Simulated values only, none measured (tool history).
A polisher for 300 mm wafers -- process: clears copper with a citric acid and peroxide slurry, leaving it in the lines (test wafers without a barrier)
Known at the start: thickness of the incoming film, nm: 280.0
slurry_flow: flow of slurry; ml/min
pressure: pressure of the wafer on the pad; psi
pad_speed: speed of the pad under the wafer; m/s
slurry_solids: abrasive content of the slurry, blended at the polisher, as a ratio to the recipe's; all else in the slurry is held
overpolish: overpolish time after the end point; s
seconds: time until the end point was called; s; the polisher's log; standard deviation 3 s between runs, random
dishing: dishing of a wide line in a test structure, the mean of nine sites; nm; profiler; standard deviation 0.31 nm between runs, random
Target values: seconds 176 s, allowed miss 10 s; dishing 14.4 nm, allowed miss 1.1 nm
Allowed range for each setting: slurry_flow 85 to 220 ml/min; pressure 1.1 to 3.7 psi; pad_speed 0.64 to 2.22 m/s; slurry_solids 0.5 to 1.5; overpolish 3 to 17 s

| run | hour | slurry_flow | pressure | pad_speed | slurry_solids | overpolish | seconds | dishing |
|---|---|---|---|---|---|---|---|---|
| 1 | 0 | 140 | 2.4 | 1.42 | 1 | 9 | 120.5 | 17.476 |
| 2 | 2.5 | 140 | 2.7 | 1.42 | 1 | 9 | 106.88 | 19.599 |
| 3 | 3.4 | 140 | 3.3 | 1.42 | 1 | 9 | 89.317 | 23.441 |
| 4 | 6.9 | 140 | 3.1 | 1.4 | 1 | 9 | 91.353 | 21.619 |
| 5 | 8.6 | 140 | 2.9 | 1.4 | 1 | 9 | 101.53 | 19.762 |
| 6 | 14.8 | 140 | 2.9 | 1.4 | 0.85 | 9 | 100.76 | 20.29 |
| 7 | 19.6 | 130 | 2.3 | 1.32 | 0.85 | 11 | 142.57 | 17.931 |
| 8 | 28.2 | 130 | 2.2 | 1.32 | 0.85 | 11 | 141.45 | 17.364 |
| 9 | 35.8 | 130 | 2.1 | 1.32 | 0.85 | 11 | 152.09 | 16.6 |

Pick the move, out of 4, that brings all results within their allowed miss; only one does.
| A | 43.4 | 130 | 2.5 | 1.38 | 0.75 | 8 | ? | ? |
| B | 43.4 | 140 | 2.2 | 1.1 | 0.95 | 9 | ? | ? |
| C | 43.4 | 105 | 2.3 | 0.9 | 1 | 11 | ? | ? |
| D | 43.4 | 145 | 1.9 | 1.18 | 0.85 | 14 | ? | ? |

| move | seconds | dishing |
|---|---|---|
| A | 127.87 | 14.325 |
| B | 154.39 | 13.372 |
| C | 178.18 | 14.131 |
| D | 172.81 | 18.139 |
A: moves away from the targets compared with the last run
B: closer than the last run, but not yet in spec
C: in spec on every target
D: the furthest-off result lands on target, but another misses its tolerance
Move C is the one to make.
